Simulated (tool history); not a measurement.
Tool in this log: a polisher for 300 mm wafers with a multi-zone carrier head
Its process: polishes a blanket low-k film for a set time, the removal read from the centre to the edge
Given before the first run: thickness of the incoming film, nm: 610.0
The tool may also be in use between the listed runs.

run	hour	flow of slurry (ml/min)	pressure of the head's centre zone	pressure of the head's middle zone	pressure of the head's edge zone	abrasive content of the slurry	polishing time (s)	film removed at the wafer's centre (nm)	film removed at mid-radius (nm)	film removed at the wafer's edge (nm)
1	0	215	1	1	1	1	35	14.692	14.675	15.029
2	4	250	1	1	1	1	35	15.389	15.179	15.11
3	6.3	250	1	1	1.04	1	35	15.451	15.345	15.731
4	14.5	210	1	1	1.04	1	35	15.03	15.089	15.204
5	18.3	215	1.03	1.05	1.07	1.1	35	16.035	15.99	16.28
6	20.7	215	1.03	1.05	1.07	1.1	31	14.203	14.312	14.091

Expected results for the next run?
7	27.4	215	1.03	1.05	1.07	1.1	31	?	?	?

{"run 7": {"film removed at the wafer's centre (nm)": 14.285, "film removed at mid-radius (nm)": 14.455, "film removed at the wafer's edge (nm)": 14.014}}

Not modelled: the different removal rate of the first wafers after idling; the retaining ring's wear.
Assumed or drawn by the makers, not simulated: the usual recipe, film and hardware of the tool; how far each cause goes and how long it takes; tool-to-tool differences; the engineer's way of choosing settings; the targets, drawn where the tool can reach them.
